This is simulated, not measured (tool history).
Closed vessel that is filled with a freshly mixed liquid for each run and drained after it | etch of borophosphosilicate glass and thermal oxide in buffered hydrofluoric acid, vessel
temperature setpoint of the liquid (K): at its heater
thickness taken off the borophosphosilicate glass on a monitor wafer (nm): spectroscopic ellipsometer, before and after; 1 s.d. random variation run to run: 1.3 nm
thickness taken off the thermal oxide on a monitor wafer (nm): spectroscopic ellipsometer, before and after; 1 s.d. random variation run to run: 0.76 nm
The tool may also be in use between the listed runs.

| run | hour | temperature setpoint of the liquid (K) | parts of 40 % ammonium fluoride to one part of 49 % hydrofluoric acid (parts by volume) | time in the liquid (s) | thickness taken off the borophosphosilicate glass on a monitor wafer (nm) | thickness taken off the thermal oxide on a monitor wafer (nm) |
|---|---|---|---|---|---|---|
| 1 | 0.0 | 294.15 | 20.0 | 60 | 49.023 | 29.442 |
| 2 | 0.5 | 296.15 | 16.5 | 60 | 69.030 | 39.912 |
| 3 | 3.3 | 296.15 | 16.5 | 40 | 45.080 | 26.020 |
| 4 | 8.9 | 296.15 | 16.5 | 30 | 33.951 | 19.936 |
| 5 | 14.6 | 297.65 | 14.0 | 35 | 50.419 | 29.544 |
| 6 | 18.4 | 297.65 | 14.0 | 30 | 42.935 | 25.295 |
| 7 | 24.4 | 298.65 | 12.0 | 35 | 61.993 | 36.540 |
| 8 | 31.1 | 299.65 | 10.5 | 35 | 73.369 | 43.663 |

Estimate the outcome of run 9 from the log above:
| 9 | 39.6 | 302.15 | 7.0 | 55 | ? | ? |

{"run 9": {"thickness taken off the borophosphosilicate glass on a monitor wafer (nm)": 195.79, "thickness taken off the thermal oxide on a monitor wafer (nm)": 116.48}}

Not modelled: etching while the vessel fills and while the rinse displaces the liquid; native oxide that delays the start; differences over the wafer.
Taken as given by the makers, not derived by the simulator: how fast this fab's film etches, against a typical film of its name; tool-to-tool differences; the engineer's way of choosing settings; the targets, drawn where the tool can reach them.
